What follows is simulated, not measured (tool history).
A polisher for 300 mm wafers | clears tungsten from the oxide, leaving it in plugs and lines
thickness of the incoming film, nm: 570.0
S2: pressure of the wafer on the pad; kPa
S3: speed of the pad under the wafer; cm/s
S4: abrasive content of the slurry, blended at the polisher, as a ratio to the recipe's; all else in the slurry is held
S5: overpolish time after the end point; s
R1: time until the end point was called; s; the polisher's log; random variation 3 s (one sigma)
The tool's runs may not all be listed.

Run 1, hour 0: flow of slurry (ml/min) 265, S2 22.8 kPa, S3 112 cm/s, S4 1, S5 7 s. Result: R1 160.64 s.
Run 2, hour 1: flow of slurry (ml/min) 265, S2 22.8 kPa, S3 126 cm/s, S4 1, S5 7 s. Result: R1 141.23 s.
Run 3, hour 3.2: flow of slurry (ml/min) 265, S2 22.8 kPa, S3 126 cm/s, S4 1, S5 7 s. Result: R1 140.4 s.
Run 4, hour 9.3: flow of slurry (ml/min) 265, S2 22.1 kPa, S3 126 cm/s, S4 1, S5 7 s. Result: R1 141.67 s.
Run 5, hour 13.1: flow of slurry (ml/min) 265, S2 22.1 kPa, S3 126 cm/s, S4 0.85, S5 7 s. Result: R1 153.45 s.
Run 6, hour 16: flow of slurry (ml/min) 265, S2 21.4 kPa, S3 126 cm/s, S4 0.85, S5 7 s. Result: R1 156.99 s.
Run 7, hour 20.2: flow of slurry (ml/min) 265, S2 20.7 kPa, S3 126 cm/s, S4 0.85, S5 7 s. Result: R1 159.22 s.
Run 8, hour 24.4: flow of slurry (ml/min) 265, S2 20 kPa, S3 126 cm/s, S4 0.85, S5 7 s. Result: R1 166.45 s.

Forecast run 9:
Run 9, hour 29.1: flow of slurry (ml/min) 265, S2 19.3 kPa, S3 126 cm/s, S4 0.85, S5 7 s. Result: R1 ?.

R1: 171.54 s

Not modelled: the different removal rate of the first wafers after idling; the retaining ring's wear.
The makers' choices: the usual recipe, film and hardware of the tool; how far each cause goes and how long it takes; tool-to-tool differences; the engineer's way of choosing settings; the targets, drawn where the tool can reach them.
